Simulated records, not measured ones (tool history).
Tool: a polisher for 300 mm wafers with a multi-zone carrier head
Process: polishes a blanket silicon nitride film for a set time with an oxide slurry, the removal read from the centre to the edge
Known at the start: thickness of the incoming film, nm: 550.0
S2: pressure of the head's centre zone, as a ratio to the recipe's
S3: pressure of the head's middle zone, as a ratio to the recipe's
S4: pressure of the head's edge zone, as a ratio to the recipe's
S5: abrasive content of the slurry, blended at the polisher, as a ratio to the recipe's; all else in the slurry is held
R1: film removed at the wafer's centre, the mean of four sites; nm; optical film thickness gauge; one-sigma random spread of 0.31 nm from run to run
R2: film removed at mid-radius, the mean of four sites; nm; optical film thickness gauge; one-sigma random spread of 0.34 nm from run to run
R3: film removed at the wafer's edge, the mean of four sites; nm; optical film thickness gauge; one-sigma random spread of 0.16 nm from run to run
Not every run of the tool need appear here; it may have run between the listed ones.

run 1 day=0 | flow_of_slurry_(ml/min)=220 S2=1 S3=1 S4=1 S5=1 polishing_time_(s)=46 | R1=28.421 R2=28.809 R3=28.006
run 2 day=0.033 | flow_of_slurry_(ml/min)=220 S2=1 S3=1 S4=1 S5=1 polishing_time_(s)=53 | R1=32.56 R2=32.594 R3=32.136
run 3 day=0.288 | flow_of_slurry_(ml/min)=215 S2=0.99 S3=0.99 S4=0.96 S5=0.85 polishing_time_(s)=53 | R1=28.816 R2=28.341 R3=28.106
run 4 day=0.442 | flow_of_slurry_(ml/min)=205 S2=0.98 S3=0.99 S4=0.91 S5=0.85 polishing_time_(s)=53 | R1=28.088 R2=28.553 R3=27.132
run 5 day=0.775 | flow_of_slurry_(ml/min)=205 S2=0.98 S3=0.99 S4=0.96 S5=0.85 polishing_time_(s)=53 | R1=27.987 R2=28.677 R3=27.248
run 6 day=0.95 | flow_of_slurry_(ml/min)=185 S2=0.98 S3=0.96 S4=0.94 S5=0.85 polishing_time_(s)=53 | R1=27.581 R2=27.128 R3=27.006
run 7 day=1.142 | flow_of_slurry_(ml/min)=185 S2=0.98 S3=0.96 S4=0.94 S5=0.85 polishing_time_(s)=53 | R1=26.625 R2=27.451 R3=27.007
run 8 day=1.292 | flow_of_slurry_(ml/min)=180 S2=0.99 S3=0.96 S4=0.91 S5=0.8 polishing_time_(s)=53 | R1=26.506 R2=26.011 R3=25.409

For run 9, what comes out?
run 9 day=1.45 | flow_of_slurry_(ml/min)=170 S2=0.99 S3=0.96 S4=0.89 S5=0.8 polishing_time_(s)=53 | R1=? R2=? R3=?

{"run 9": {"R1": 25.813, "R2": 25.484, "R3": 24.825}}
